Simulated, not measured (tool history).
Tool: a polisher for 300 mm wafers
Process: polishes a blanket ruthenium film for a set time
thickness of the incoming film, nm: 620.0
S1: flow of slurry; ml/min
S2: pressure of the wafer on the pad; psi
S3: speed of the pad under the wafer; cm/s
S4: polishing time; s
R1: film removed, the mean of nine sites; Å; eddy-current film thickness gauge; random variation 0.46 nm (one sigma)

run,day,S1,S2,S3,S4,R1
1,0,295,1.5,82,118,748.46
2,0.112,295,1.7,82,118,840.33
3,0.425,295,1.6,82,118,793.86
4,0.704,270,1.6,82,118,794.09
5,0.9,270,1.5,82,118,745.07
6,1.129,220,1.5,82,118,736.27

Forecast run 7:
7,1.362,220,1.4,82,118,?

{"run 7": {"R1": 684.24}}
